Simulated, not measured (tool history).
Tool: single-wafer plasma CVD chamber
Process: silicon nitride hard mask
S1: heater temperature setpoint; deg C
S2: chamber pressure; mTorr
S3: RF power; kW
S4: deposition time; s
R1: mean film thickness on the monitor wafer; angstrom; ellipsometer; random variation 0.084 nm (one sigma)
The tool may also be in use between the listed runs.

run,day,S1,S2,S3,S4,R1
1,0.000,390,1200,0.305,49.5,473.30
2,0.192,398,1200,0.305,49.5,470.14
3,0.562,398,1100,0.290,49.1,436.31
4,0.629,398,1240,0.290,49.1,460.90
5,0.979,391,1240,0.290,49.1,463.84
6,1.158,398,1240,0.290,49.1,461.73
7,1.467,398,1120,0.285,49.0,433.14
8,1.558,398,1120,0.285,49.0,433.79
9,1.804,398,1040,0.280,48.9,413.15

The next listed run, before its measurement:
10,1.942,398,1000,0.280,48.9,?

R1: 402.14 angstrom

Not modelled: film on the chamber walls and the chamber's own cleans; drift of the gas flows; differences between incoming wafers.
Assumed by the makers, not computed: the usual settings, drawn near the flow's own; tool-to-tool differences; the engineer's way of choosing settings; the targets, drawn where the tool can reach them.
